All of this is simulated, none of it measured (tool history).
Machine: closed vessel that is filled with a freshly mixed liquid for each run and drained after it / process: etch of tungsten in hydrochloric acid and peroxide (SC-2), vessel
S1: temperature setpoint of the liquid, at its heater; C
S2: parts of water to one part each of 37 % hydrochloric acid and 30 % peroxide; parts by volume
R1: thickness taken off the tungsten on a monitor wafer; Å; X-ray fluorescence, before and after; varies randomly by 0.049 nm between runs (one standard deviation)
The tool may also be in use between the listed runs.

{"run": 1, "day": 0.0, "S1": 61, "S2": 10, "time in the liquid (s)": 60, "R1": 293.3}
{"run": 2, "day": 0.142, "S1": 61, "S2": 12, "time in the liquid (s)": 60, "R1": 252.47}
{"run": 3, "day": 0.258, "S1": 61, "S2": 14.5, "time in the liquid (s)": 60, "R1": 213.92}
{"run": 4, "day": 0.6, "S1": 58.5, "S2": 14.5, "time in the liquid (s)": 60, "R1": 182.35}
{"run": 5, "day": 0.688, "S1": 56.5, "S2": 14.5, "time in the liquid (s)": 60, "R1": 162.37}
{"run": 6, "day": 0.858, "S1": 55, "S2": 14.5, "time in the liquid (s)": 60, "R1": 146.1}
{"run": 7, "day": 1.108, "S1": 54, "S2": 14.5, "time in the liquid (s)": 60, "R1": 138.14}

Run 8 has not been measured yet. What should we expect?
{"run": 8, "day": 1.371, "S1": 53, "S2": 14.5, "time in the liquid (s)": 60, "R1": "?"}

Logged for run 8: R1 129.26 Å.
